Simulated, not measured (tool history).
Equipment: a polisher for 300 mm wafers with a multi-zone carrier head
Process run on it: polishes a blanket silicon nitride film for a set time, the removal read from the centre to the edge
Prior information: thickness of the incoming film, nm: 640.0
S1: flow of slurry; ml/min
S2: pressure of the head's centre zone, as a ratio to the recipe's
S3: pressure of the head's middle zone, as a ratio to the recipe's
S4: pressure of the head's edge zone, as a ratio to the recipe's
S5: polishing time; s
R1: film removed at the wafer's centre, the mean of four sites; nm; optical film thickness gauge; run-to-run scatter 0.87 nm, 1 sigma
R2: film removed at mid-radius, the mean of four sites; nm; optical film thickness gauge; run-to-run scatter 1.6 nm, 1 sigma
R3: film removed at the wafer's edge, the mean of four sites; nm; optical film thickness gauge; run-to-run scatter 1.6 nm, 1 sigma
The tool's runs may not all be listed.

run,day,S1,S2,S3,S4,S5,R1,R2,R3
1,0,270,1,1,1,77,171.19,171.91,171.43
2,0.233,270,1,1,1.05,77,171.7,176.39,172.54
3,0.425,270,1,1,1.02,77,172.88,171.01,172.53
4,0.775,265,0.96,0.97,1,71,152.74,155.21,158.82
# day 1.062: worn pad replaced by a new one
5,1.062,265,0.96,0.94,1,71,161.72,160.8,166.08
6,1.175,265,0.96,0.94,1,61,140.95,136.99,145.36
7,1.483,255,0.93,0.92,1,57,126.11,122.57,133.78
8,1.721,255,0.93,0.92,1,57,125.73,126.62,136.57
9,1.933,240,0.92,0.91,1,56,123.53,125.15,134.31
10,2.038,240,0.92,0.91,1,56,122.37,123.62,133.72
11,2.279,235,0.91,0.9,1,55,116.27,117.58,131.16
12,2.412,225,0.91,0.9,1,55,117.05,119.08,129.54
13,2.596,215,0.9,0.89,1.01,55,115.28,116.86,129.34
14,2.829,205,0.89,0.88,1.01,55,114.72,116.18,129.99

The next listed run, before its measurement:
15,2.938,200,0.89,0.88,1.01,55,?,?,?

R1: 113.01 nm
R2: 115.75 nm
R3: 130.43 nm

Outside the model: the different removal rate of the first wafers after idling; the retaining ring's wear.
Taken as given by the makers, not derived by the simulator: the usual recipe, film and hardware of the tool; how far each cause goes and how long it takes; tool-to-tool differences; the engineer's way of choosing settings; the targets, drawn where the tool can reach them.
